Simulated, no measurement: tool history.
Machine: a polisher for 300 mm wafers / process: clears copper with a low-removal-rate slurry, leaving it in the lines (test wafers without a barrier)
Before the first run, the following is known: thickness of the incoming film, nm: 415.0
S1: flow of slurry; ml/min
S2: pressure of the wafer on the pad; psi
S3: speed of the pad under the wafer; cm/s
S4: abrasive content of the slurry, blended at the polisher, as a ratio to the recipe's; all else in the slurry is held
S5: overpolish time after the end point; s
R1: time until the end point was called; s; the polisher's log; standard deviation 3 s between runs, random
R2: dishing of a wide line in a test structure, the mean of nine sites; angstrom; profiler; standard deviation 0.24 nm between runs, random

{"run": 1, "hour": 0.0, "S1": 200, "S2": 2.6, "S3": 102, "S4": 1, "S5": 8, "R1": 141.9, "R2": 149.51}
{"run": 2, "hour": 7.1, "S1": 200, "S2": 2.6, "S3": 102, "S4": 1, "S5": 5, "R1": 138.99, "R2": 99.736}
{"run": 3, "hour": 12.0, "S1": 200, "S2": 2.6, "S3": 102, "S4": 1.1, "S5": 5, "R1": 136.64, "R2": 100.45}
{"run": 4, "hour": 16.7, "S1": 200, "S2": 2.6, "S3": 120, "S4": 1.1, "S5": 5, "R1": 117.39, "R2": 116.43}
{"run": 5, "hour": 25.6, "S1": 195, "S2": 2.3, "S3": 116, "S4": 1.1, "S5": 6, "R1": 137.51, "R2": 118.04}
{"run": 6, "hour": 34.5, "S1": 190, "S2": 2, "S3": 112, "S4": 1.1, "S5": 7, "R1": 161.96, "R2": 121.4}

The next listed run, before its measurement:
{"run": 7, "hour": 37.4, "S1": 190, "S2": 1.8, "S3": 110, "S4": 1.1, "S5": 7, "R1": "?", "R2": "?"}

R1: 183.42 s
R2: 107.13 angstrom
